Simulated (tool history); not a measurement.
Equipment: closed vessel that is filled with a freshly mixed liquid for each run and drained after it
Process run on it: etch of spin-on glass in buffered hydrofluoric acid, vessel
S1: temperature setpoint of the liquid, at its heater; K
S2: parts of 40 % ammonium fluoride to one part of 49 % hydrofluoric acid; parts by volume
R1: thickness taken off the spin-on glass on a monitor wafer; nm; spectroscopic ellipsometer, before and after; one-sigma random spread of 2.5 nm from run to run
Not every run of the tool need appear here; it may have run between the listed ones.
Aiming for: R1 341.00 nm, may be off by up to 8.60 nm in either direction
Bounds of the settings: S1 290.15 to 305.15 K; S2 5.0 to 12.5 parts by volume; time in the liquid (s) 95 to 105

run 1 hour=0.0 | S1=298.15 S2=7.5 time_in_the_liquid_(s)=95 | R1=259.59
run 2 hour=8.7 | S1=298.15 S2=7.5 time_in_the_liquid_(s)=105 | R1=289.81
run 3 hour=15.6 | S1=298.15 S2=8.5 time_in_the_liquid_(s)=105 | R1=252.33
run 4 hour=17.3 | S1=295.65 S2=8.5 time_in_the_liquid_(s)=105 | R1=218.44
run 5 hour=19.0 | S1=296.65 S2=8.5 time_in_the_liquid_(s)=105 | R1=234.30
run 6 hour=24.2 | S1=296.65 S2=10.0 time_in_the_liquid_(s)=105 | R1=204.97
run 7 hour=29.9 | S1=297.65 S2=10.0 time_in_the_liquid_(s)=105 | R1=216.89
run 8 hour=34.0 | S1=298.65 S2=10.0 time_in_the_liquid_(s)=105 | R1=228.49
run 9 hour=36.2 | S1=299.15 S2=10.0 time_in_the_liquid_(s)=105 | R1=236.34
run 10 hour=37.4 | S1=299.65 S2=10.0 time_in_the_liquid_(s)=105 | R1=235.88
run 11 hour=44.0 | S1=303.65 S2=9.0 time_in_the_liquid_(s)=105 | R1=316.49

Which of these 4 next moves meets every target?
run A hour=50.6 | S1=301.15 S2=7.5 time_in_the_liquid_(s)=105 | R1=?
run B hour=50.6 | S1=303.65 S2=7.5 time_in_the_liquid_(s)=100 | R1=?
run C hour=50.6 | S1=304.65 S2=9.0 time_in_the_liquid_(s)=100 | R1=?
run D hour=50.6 | S1=305.15 S2=8.5 time_in_the_liquid_(s)=105 | R1=?

move=A R1=341.11
move=B R1=370.54
move=C R1=320.46
move=D R1=367.39
A: in spec on every target
B: carries the result that was furthest off beyond its target, to the other side
C: gains on the last run, yet a result remains outside its allowed miss
D: carries the result that was furthest off beyond its target, to the other side
Answer: A
